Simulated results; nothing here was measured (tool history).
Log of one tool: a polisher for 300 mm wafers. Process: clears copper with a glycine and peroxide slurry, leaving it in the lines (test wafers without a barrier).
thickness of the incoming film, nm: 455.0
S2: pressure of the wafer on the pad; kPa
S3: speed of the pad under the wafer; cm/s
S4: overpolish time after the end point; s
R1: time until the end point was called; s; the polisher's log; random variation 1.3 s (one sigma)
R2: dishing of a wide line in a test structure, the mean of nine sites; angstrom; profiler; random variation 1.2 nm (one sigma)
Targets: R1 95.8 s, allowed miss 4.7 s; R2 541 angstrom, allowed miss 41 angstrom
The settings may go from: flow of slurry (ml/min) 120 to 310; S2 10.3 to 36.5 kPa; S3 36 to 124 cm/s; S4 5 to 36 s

{"run": 1, "hour": 0.0, "flow of slurry (ml/min)": 200, "S2": 23.4, "S3": 80, "S4": 18, "R1": 67.864, "R2": 771.48}
{"run": 2, "hour": 8.3, "flow of slurry (ml/min)": 200, "S2": 23.4, "S3": 98, "S4": 18, "R1": 61.398, "R2": 769.78}
{"run": 3, "hour": 14.8, "flow of slurry (ml/min)": 200, "S2": 22.1, "S3": 98, "S4": 18, "R1": 63.829, "R2": 768.62}
{"run": 4, "hour": 19.3, "flow of slurry (ml/min)": 200, "S2": 22.1, "S3": 98, "S4": 11, "R1": 65.341, "R2": 528.51}
{"run": 5, "hour": 28.0, "flow of slurry (ml/min)": 200, "S2": 24.8, "S3": 98, "S4": 11, "R1": 58.14, "R2": 569.53}
{"run": 6, "hour": 33.3, "flow of slurry (ml/min)": 200, "S2": 23.4, "S3": 96, "S4": 12, "R1": 62.669, "R2": 573.03}
{"run": 7, "hour": 34.8, "flow of slurry (ml/min)": 200, "S2": 22.1, "S3": 94, "S4": 13, "R1": 65.755, "R2": 585.63}
{"run": 8, "hour": 41.3, "flow of slurry (ml/min)": 200, "S2": 20.7, "S3": 92, "S4": 13, "R1": 69.582, "R2": 550.83}
{"run": 9, "hour": 43.8, "flow of slurry (ml/min)": 200, "S2": 20, "S3": 90, "S4": 14, "R1": 76.192, "R2": 570.88}

Which of these 5 next moves meets every target?
{"run": "A", "hour": 46.3, "flow of slurry (ml/min)": 200, "S2": 19.3, "S3": 68, "S4": 20, "R1": "?", "R2": "?"}
{"run": "B", "hour": 46.3, "flow of slurry (ml/min)": 225, "S2": 16.5, "S3": 70, "S4": 17, "R1": "?", "R2": "?"}
{"run": "C", "hour": 46.3, "flow of slurry (ml/min)": 180, "S2": 13.1, "S3": 82, "S4": 20, "R1": "?", "R2": "?"}
{"run": "D", "hour": 46.3, "flow of slurry (ml/min)": 210, "S2": 15.2, "S3": 66, "S4": 15, "R1": "?", "R2": "?"}
{"run": "E", "hour": 46.3, "flow of slurry (ml/min)": 255, "S2": 11.7, "S3": 80, "S4": 21, "R1": "?", "R2": "?"}

move=A R1=88.615 R2=689.05
move=B R1=96.76 R2=555.05
move=C R1=110.3 R2=564.16
move=D R1=106.87 R2=455.91
move=E R1=115.16 R2=565.29
A: nearer than the last run, and not there yet
B: meets every target
C: takes the result that was furthest off past its target
D: takes the result that was furthest off past its target
E: takes the result that was furthest off past its target
Answer: B
